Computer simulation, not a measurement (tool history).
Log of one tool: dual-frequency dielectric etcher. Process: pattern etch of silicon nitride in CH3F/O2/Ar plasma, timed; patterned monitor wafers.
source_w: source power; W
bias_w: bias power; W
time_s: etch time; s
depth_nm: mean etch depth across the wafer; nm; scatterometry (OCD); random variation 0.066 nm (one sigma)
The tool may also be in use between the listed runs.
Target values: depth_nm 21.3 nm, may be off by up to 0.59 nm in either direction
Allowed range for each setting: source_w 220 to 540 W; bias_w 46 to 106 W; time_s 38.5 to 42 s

run	hour	source_w	bias_w	time_s	depth_nm
1	0	380	76	42	25.894
2	8.1	380	76	42	25.936
3	12.5	370	75	42	25.732
4	19.3	370	75	42	25.354
5	21.8	370	75	38.5	23.341
6	30.2	360	75	38.5	23.158
7	31	350	75	38.5	22.698
8	34.4	330	74	38.5	22.007

Of the 5 settings listed for the next run, only one would bring every result within its allowed miss of target. Which one?
A	37.8	300	72	39.5	?
B	37.8	280	63	39	?
C	37.8	400	55	39.5	?
D	37.8	290	60	40	?
E	37.8	250	85	38.5	?

move	depth_nm
A	21.478
B	19.628
C	22.862
D	20.207
E	20.069
A: meets every target
B: the result that was furthest off in the last run now lies on the other side of its target
C: the biggest miss grows against the last run
D: the result that was furthest off in the last run now lies on the other side of its target
E: the result that was furthest off in the last run now lies on the other side of its target
A is the move that brings every result within its allowed miss.

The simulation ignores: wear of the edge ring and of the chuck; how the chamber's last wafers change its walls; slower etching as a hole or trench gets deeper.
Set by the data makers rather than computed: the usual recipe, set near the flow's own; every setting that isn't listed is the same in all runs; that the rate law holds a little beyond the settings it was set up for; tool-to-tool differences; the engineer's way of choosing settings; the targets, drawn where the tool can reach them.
